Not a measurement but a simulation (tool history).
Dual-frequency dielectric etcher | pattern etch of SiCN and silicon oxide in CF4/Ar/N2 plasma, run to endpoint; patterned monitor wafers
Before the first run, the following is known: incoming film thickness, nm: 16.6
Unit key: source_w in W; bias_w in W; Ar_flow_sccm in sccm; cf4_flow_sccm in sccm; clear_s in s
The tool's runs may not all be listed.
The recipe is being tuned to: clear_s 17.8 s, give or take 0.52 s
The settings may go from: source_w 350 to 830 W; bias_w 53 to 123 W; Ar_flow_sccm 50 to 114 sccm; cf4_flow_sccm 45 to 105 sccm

run 1 hour=0 | source_w=590 bias_w=88 Ar_flow_sccm=82 cf4_flow_sccm=75 | clear_s=15.105
run 2 hour=1.6 | source_w=590 bias_w=95 Ar_flow_sccm=82 cf4_flow_sccm=75 | clear_s=15.091
run 3 hour=10.3 | source_w=590 bias_w=111 Ar_flow_sccm=82 cf4_flow_sccm=75 | clear_s=14.439
run 4 hour=14.9 | source_w=590 bias_w=120 Ar_flow_sccm=82 cf4_flow_sccm=75 | clear_s=14.224
run 5 hour=22.1 | source_w=560 bias_w=119 Ar_flow_sccm=82 cf4_flow_sccm=75 | clear_s=15.071
run 6 hour=30 | source_w=560 bias_w=119 Ar_flow_sccm=96 cf4_flow_sccm=75 | clear_s=15.532
run 7 hour=36.7 | source_w=560 bias_w=119 Ar_flow_sccm=96 cf4_flow_sccm=75 | clear_s=15.378
run 8 hour=38.1 | source_w=450 bias_w=116 Ar_flow_sccm=97 cf4_flow_sccm=74 | clear_s=19.668
run 9 hour=40.4 | source_w=460 bias_w=116 Ar_flow_sccm=97 cf4_flow_sccm=74 | clear_s=19.384
run 10 hour=48.3 | source_w=520 bias_w=118 Ar_flow_sccm=97 cf4_flow_sccm=74 | clear_s=16.784
run 11 hour=51.6 | source_w=510 bias_w=118 Ar_flow_sccm=97 cf4_flow_sccm=74 | clear_s=17.184

Which single option among these 5 for the next run brings every result within its allowed miss of target? Just one does.
run A hour=54.9 | source_w=460 bias_w=122 Ar_flow_sccm=110 cf4_flow_sccm=92 | clear_s=?
run B hour=54.9 | source_w=520 bias_w=122 Ar_flow_sccm=79 cf4_flow_sccm=66 | clear_s=?
run C hour=54.9 | source_w=480 bias_w=120 Ar_flow_sccm=77 cf4_flow_sccm=70 | clear_s=?
run D hour=54.9 | source_w=480 bias_w=110 Ar_flow_sccm=101 cf4_flow_sccm=72 | clear_s=?
run E hour=54.9 | source_w=530 bias_w=112 Ar_flow_sccm=94 cf4_flow_sccm=69 | clear_s=?

move=A clear_s=18.926
move=B clear_s=16.054
move=C clear_s=17.472
move=D clear_s=18.614
move=E clear_s=16.477
A: carries the result that was furthest off beyond its target, to the other side
B: further off than the last run
C: each result inside its tolerance
D: carries the result that was furthest off beyond its target, to the other side
E: further off than the last run
So the answer is move C, the one that meets all the targets.
